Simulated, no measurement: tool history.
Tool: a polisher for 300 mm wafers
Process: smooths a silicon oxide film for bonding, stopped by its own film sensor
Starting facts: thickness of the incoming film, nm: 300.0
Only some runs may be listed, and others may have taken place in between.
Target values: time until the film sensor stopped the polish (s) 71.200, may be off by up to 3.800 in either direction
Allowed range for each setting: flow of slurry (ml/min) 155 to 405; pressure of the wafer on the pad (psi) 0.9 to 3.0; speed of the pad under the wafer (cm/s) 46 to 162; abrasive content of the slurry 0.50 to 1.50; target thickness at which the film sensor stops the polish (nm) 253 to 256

run  hour  flow of slurry (ml/min)  pressure of the wafer on the pad (psi)  speed of the pad under the wafer (cm/s)  abrasive content of the slurry  target thickness at which the film sensor stops the polish (nm)  time until the film sensor stopped the polish (s)
  1   0.0                      260                                     1.9                                      104                            1.00                                                              256                                             56.340
  2   5.5                      305                                     1.9                                      104                            1.00                                                              256                                             55.412
  3  11.1                      305                                     1.8                                      104                            1.00                                                              256                                             57.591
  4  12.2                      305                                     1.8                                      104                            1.00                                                              256                                             57.972
  5  20.8                      305                                     1.8                                      104                            1.00                                                              256                                             57.310
  6  29.0                      305                                     1.8                                      104                            1.00                                                              253                                             61.249
  7  36.3                      305                                     1.7                                      104                            1.00                                                              253                                             64.201
  8  41.6                      305                                     1.6                                      104                            1.00                                                              253                                             66.373

Which single option among these 5 for the next run brings every result within its allowed miss of target? Just one does.
  A  46.9                      295                                     1.2                                      136                            1.05                                                              256                                                  ?
  B  46.9                      295                                     1.7                                       82                            1.15                                                              253                                                  ?
  C  46.9                      270                                     1.7                                      114                            0.90                                                              253                                                  ?
  D  46.9                      335                                     1.5                                      110                            0.95                                                              256                                                  ?
  E  46.9                      310                                     1.7                                       94                            1.30                                                              253                                                  ?

move  time until the film sensor stopped the polish (s)
   A                                             57.620
   B                                             68.937
   C                                             61.450
   D                                             61.149
   E                                             60.092
A: its largest miss is bigger than the last run's
B: hits every target within its allowed miss
C: its largest miss is bigger than the last run's
D: its largest miss is bigger than the last run's
E: its largest miss is bigger than the last run's
B meets every target.
